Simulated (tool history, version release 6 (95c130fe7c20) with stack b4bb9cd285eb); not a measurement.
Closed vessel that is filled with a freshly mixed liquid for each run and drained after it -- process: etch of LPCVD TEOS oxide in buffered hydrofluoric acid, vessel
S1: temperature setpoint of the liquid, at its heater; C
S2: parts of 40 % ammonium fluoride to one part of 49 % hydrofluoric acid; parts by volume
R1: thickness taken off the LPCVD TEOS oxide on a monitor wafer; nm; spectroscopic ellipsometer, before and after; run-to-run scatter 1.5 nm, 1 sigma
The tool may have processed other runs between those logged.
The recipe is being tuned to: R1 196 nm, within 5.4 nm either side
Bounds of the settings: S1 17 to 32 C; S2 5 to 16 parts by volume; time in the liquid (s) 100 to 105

{"run": 1, "hour": 0.0, "S1": 25, "S2": 9.5, "time in the liquid (s)": 100, "R1": 345.55}
{"run": 2, "hour": 5.0, "S1": 25, "S2": 9.5, "time in the liquid (s)": 105, "R1": 361.86}
{"run": 3, "hour": 6.3, "S1": 25, "S2": 12, "time in the liquid (s)": 105, "R1": 290.72}
{"run": 4, "hour": 9.5, "S1": 25, "S2": 12, "time in the liquid (s)": 100, "R1": 280.24}
{"run": 5, "hour": 13.3, "S1": 27, "S2": 12, "time in the liquid (s)": 100, "R1": 309.53}
{"run": 6, "hour": 22.4, "S1": 25.5, "S2": 12, "time in the liquid (s)": 100, "R1": 290.34}
{"run": 7, "hour": 24.8, "S1": 24, "S2": 12, "time in the liquid (s)": 100, "R1": 264.86}
{"run": 8, "hour": 26.8, "S1": 24, "S2": 12, "time in the liquid (s)": 100, "R1": 267.49}
{"run": 9, "hour": 33.1, "S1": 22.5, "S2": 12, "time in the liquid (s)": 100, "R1": 242.86}
{"run": 10, "hour": 36.1, "S1": 21.5, "S2": 12, "time in the liquid (s)": 100, "R1": 232.06}
{"run": 11, "hour": 39.2, "S1": 21, "S2": 12, "time in the liquid (s)": 100, "R1": 227.45}
{"run": 12, "hour": 44.0, "S1": 20.5, "S2": 12, "time in the liquid (s)": 100, "R1": 217.61}
{"run": 13, "hour": 45.9, "S1": 20, "S2": 12, "time in the liquid (s)": 100, "R1": 210.54}
{"run": 14, "hour": 49.9, "S1": 19.5, "S2": 12, "time in the liquid (s)": 100, "R1": 208}
{"run": 15, "hour": 56.3, "S1": 18, "S2": 12, "time in the liquid (s)": 100, "R1": 190.32}

Which one of the following 4 next-run settings gets every result inside its allowed miss? There is exactly one.
{"run": "A", "hour": 62.7, "S1": 20.5, "S2": 13, "time in the liquid (s)": 105, "R1": "?"}
{"run": "B", "hour": 62.7, "S1": 18.5, "S2": 12.5, "time in the liquid (s)": 100, "R1": "?"}
{"run": "C", "hour": 62.7, "S1": 18.5, "S2": 12.5, "time in the liquid (s)": 105, "R1": "?"}
{"run": "D", "hour": 62.7, "S1": 20, "S2": 14, "time in the liquid (s)": 100, "R1": "?"}

move=A R1=213.17
move=B R1=188.54
move=C R1=197.97
move=D R1=183.57
A: takes the biggest miss from the last run beyond its target
B: lands further from the targets than the last run did
C: hits every target within its allowed miss
D: lands further from the targets than the last run did
Go with C: it meets all targets.
